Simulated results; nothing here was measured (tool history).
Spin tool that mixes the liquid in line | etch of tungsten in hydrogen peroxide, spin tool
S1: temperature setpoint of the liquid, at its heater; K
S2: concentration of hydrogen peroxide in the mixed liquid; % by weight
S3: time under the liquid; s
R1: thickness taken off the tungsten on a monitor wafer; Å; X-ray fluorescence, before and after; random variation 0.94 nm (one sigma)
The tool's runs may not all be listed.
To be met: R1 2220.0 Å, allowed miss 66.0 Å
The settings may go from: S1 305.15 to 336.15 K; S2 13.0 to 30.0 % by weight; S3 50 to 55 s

| run | hour | S1 | S2 | S3 | R1 |
|---|---|---|---|---|---|
| 1 | 0.0 | 320.15 | 24.0 | 50 | 1325.9 |
| 2 | 4.9 | 320.15 | 24.0 | 55 | 1445.5 |
| 3 | 10.2 | 320.15 | 24.0 | 55 | 1453.1 |
| 4 | 17.0 | 320.15 | 20.5 | 55 | 1339.5 |
| 5 | 25.7 | 321.15 | 20.5 | 55 | 1437.2 |
| 6 | 30.1 | 321.15 | 22.5 | 55 | 1482.7 |
| 7 | 35.9 | 322.15 | 22.5 | 55 | 1583.1 |
| 8 | 44.9 | 323.15 | 22.5 | 55 | 1702.4 |
| 9 | 50.1 | 323.65 | 22.5 | 55 | 1745.5 |
| 10 | 56.7 | 324.15 | 22.5 | 55 | 1801.5 |
| 11 | 57.9 | 324.65 | 22.5 | 55 | 1875.1 |

Which of these 4 next moves meets every target?
| A | 59.1 | 329.65 | 18.0 | 55 | ? |
| B | 59.1 | 326.15 | 22.5 | 55 | ? |
| C | 59.1 | 327.65 | 24.5 | 55 | ? |
| D | 59.1 | 327.65 | 20.0 | 55 | ? |

| move | R1 |
|---|---|
| A | 2235.6 |
| B | 2030.5 |
| C | 2317.4 |
| D | 2093.8 |
A: meets every target
B: nearer than the last run, and not there yet
C: takes the result that was furthest off past its target
D: nearer than the last run, and not there yet
Move A is the one to make.
